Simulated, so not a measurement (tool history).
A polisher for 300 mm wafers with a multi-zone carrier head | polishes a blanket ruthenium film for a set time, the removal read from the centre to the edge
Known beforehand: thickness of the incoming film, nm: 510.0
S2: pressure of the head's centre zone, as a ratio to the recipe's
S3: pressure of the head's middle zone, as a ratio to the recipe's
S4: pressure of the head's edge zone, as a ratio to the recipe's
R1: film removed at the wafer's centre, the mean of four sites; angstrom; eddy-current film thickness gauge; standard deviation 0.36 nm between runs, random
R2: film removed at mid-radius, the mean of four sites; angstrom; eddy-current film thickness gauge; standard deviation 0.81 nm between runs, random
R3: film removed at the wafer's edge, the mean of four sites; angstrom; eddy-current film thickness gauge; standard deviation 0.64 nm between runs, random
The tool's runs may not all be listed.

{"run": 1, "hour": 0.0, "flow of slurry (ml/min)": 315, "S2": 1, "S3": 1, "S4": 1, "polishing time (s)": 84, "R1": 691.82, "R2": 701.08, "R3": 665.63}
{"run": 2, "hour": 8.7, "flow of slurry (ml/min)": 350, "S2": 1, "S3": 1, "S4": 1, "polishing time (s)": 84, "R1": 700.08, "R2": 695.99, "R3": 676.36}
{"run": 3, "hour": 15.6, "flow of slurry (ml/min)": 340, "S2": 0.96, "S3": 0.97, "S4": 0.97, "polishing time (s)": 83, "R1": 666.73, "R2": 668.33, "R3": 664.47}
{"run": 4, "hour": 18.2, "flow of slurry (ml/min)": 325, "S2": 0.93, "S3": 0.96, "S4": 0.95, "polishing time (s)": 81, "R1": 629.28, "R2": 651.3, "R3": 655.34}
{"run": 5, "hour": 22.1, "flow of slurry (ml/min)": 320, "S2": 0.92, "S3": 0.96, "S4": 0.94, "polishing time (s)": 79, "R1": 618.95, "R2": 626.54, "R3": 620.8}
{"run": 6, "hour": 27.8, "flow of slurry (ml/min)": 320, "S2": 0.92, "S3": 0.9, "S4": 0.94, "polishing time (s)": 79, "R1": 615.84, "R2": 611.94, "R3": 623.78}

Run 7 has not been measured yet. What should we expect?
{"run": 7, "hour": 36.5, "flow of slurry (ml/min)": 310, "S2": 0.9, "S3": 0.91, "S4": 0.93, "polishing time (s)": 78, "R1": "?", "R2": "?", "R3": "?"}

{"run 7": {"R1": 598.63, "R2": 600.42, "R3": 598.96}}
